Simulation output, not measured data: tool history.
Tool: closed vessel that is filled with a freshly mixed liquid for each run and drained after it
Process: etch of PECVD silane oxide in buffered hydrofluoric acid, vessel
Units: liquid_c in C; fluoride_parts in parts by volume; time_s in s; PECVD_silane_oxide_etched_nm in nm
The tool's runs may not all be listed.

| run | day | liquid_c | fluoride_parts | time_s | PECVD_silane_oxide_etched_nm |
|---|---|---|---|---|---|
| 1 | 0 | 21 | 14.5 | 90 | 227.71 |
| 2 | 0.112 | 24.5 | 14.5 | 90 | 271.77 |
| 3 | 0.212 | 26 | 13 | 90 | 329.53 |
| 4 | 0.446 | 28 | 13 | 90 | 366.69 |
| 5 | 0.721 | 28.5 | 12 | 90 | 409.52 |
| 6 | 1.025 | 28.5 | 12 | 90 | 404.78 |

Forecast run 7:
| 7 | 1.104 | 28.5 | 11.5 | 90 | ? |

{"run 7": {"PECVD_silane_oxide_etched_nm": 416.81}}

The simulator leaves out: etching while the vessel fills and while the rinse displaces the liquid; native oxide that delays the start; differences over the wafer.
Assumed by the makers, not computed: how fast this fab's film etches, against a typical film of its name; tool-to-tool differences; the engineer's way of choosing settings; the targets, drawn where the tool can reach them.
